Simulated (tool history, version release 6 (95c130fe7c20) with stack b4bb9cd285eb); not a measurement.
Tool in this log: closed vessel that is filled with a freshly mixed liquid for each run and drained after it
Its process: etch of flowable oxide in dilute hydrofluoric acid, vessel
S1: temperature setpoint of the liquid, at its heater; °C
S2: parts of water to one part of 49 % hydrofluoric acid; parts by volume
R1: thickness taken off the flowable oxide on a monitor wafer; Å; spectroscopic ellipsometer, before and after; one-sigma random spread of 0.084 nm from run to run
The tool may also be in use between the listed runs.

Run 1, hour 0.0: S1 21.0 °C, S2 240 parts by volume, time in the liquid (s) 80. Result: R1 60.518 Å.
Run 2, hour 3.2: S1 18.5 °C, S2 240 parts by volume, time in the liquid (s) 80. Result: R1 54.243 Å.
Run 3, hour 11.4: S1 18.5 °C, S2 240 parts by volume, time in the liquid (s) 60. Result: R1 41.402 Å.
Run 4, hour 18.8: S1 17.0 °C, S2 240 parts by volume, time in the liquid (s) 60. Result: R1 39.189 Å.
Run 5, hour 21.7: S1 19.0 °C, S2 235 parts by volume, time in the liquid (s) 60. Result: R1 43.158 Å.
Run 6, hour 22.4: S1 19.0 °C, S2 305 parts by volume, time in the liquid (s) 60. Result: R1 31.012 Å.
Run 7, hour 30.0: S1 20.5 °C, S2 285 parts by volume, time in the liquid (s) 60. Result: R1 35.863 Å.
Run 8, hour 37.3: S1 22.0 °C, S2 265 parts by volume, time in the liquid (s) 60. Result: R1 40.757 Å.

What will run 9 give?
Run 9, hour 45.6: S1 23.0 °C, S2 245 parts by volume, time in the liquid (s) 60. Result: R1 ?.

For run 9 the tool returned R1 47.218 Å.
